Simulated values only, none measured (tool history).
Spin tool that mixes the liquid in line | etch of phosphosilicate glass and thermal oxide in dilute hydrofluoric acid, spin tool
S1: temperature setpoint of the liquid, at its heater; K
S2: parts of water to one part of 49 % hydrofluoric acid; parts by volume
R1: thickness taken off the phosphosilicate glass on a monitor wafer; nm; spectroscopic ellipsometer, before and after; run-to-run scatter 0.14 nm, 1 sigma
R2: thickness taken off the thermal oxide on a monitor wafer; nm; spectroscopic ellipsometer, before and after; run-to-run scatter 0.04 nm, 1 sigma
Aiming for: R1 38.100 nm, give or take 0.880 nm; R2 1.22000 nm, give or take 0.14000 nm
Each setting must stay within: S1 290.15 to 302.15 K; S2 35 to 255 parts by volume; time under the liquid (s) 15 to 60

run 1 hour=0.0 | S1=294.15 S2=145 time_under_the_liquid_(s)=30 | R1=28.011 R2=0.90007
run 2 hour=1.8 | S1=295.65 S2=145 time_under_the_liquid_(s)=30 | R1=29.833 R2=0.95613
run 3 hour=8.0 | S1=296.65 S2=145 time_under_the_liquid_(s)=30 | R1=30.977 R2=0.96340
run 4 hour=11.4 | S1=297.65 S2=145 time_under_the_liquid_(s)=30 | R1=32.096 R2=1.05390
run 5 hour=17.1 | S1=297.65 S2=105 time_under_the_liquid_(s)=30 | R1=46.613 R2=1.60770
run 6 hour=23.2 | S1=296.65 S2=105 time_under_the_liquid_(s)=30 | R1=45.096 R2=1.46060
run 7 hour=29.7 | S1=295.65 S2=105 time_under_the_liquid_(s)=30 | R1=43.015 R2=1.49800
run 8 hour=30.8 | S1=295.15 S2=105 time_under_the_liquid_(s)=30 | R1=42.353 R2=1.35150
run 9 hour=36.3 | S1=294.65 S2=105 time_under_the_liquid_(s)=30 | R1=41.220 R2=1.30770
run 10 hour=40.9 | S1=294.15 S2=105 time_under_the_liquid_(s)=30 | R1=40.545 R2=1.25610

4 candidate next runs follow, results not yet known. Just one meets every target within its allowed miss. Identify it.
run A hour=45.5 | S1=290.15 S2=95 time_under_the_liquid_(s)=35 | R1=? R2=?
run B hour=45.5 | S1=295.15 S2=120 time_under_the_liquid_(s)=35 | R1=? R2=?
run C hour=45.5 | S1=295.65 S2=100 time_under_the_liquid_(s)=25 | R1=? R2=?
run D hour=45.5 | S1=295.15 S2=120 time_under_the_liquid_(s)=30 | R1=? R2=?

move=A R1=44.767 R2=1.41320
move=B R1=42.346 R2=1.33680
move=C R1=37.899 R2=1.19640
move=D R1=36.296 R2=1.14580
A: lands further from the targets than the last run did
B: lands further from the targets than the last run did
C: all results in spec
D: carries the result that was furthest off beyond its target, to the other side
The move that meets every target is C.
